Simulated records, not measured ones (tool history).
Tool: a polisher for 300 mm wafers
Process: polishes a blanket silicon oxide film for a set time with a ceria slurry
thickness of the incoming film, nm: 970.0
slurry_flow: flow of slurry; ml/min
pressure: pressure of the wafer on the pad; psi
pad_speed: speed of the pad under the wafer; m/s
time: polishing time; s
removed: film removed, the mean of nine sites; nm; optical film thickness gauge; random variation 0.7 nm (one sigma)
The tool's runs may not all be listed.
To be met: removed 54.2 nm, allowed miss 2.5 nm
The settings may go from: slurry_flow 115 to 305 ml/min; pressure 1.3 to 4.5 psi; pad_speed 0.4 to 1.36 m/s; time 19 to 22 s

run  hour  slurry_flow  pressure  pad_speed  time  removed
  1     0          195       2.9       0.88    22   75.443
  2   8.7          195       2.6       0.88    22   69.001
  3  10.1          195       2.4       0.88    22   64.511
  4  13.5          195       3.1       0.88    22   82.258
  5  15.5          195       2.7       0.88    22   71.258
  6    19          195       2.7       0.88    19   61.225
  7    22          195       2.6       0.88    19   58.853
  8  30.6          195       2.5       0.88    19   57.058

5 next moves are on the table. One of them brings every result within its allowed miss. Which?
  A  39.2          215       2.1       0.72    21        ?
  B  39.2          170       2.2       0.96    19        ?
  C  39.2          185       2.8        0.9    19        ?
  D  39.2          190       2.9       0.78    19        ?
  E  39.2          230       2.1       1.06    19        ?

move  removed
   A   47.925
   B   55.222
   C   64.423
   D   59.492
   E    59.05
A: takes the result that was furthest off past its target
B: meets every target
C: further off than the last run
D: further off than the last run
E: further off than the last run
The right move is B.
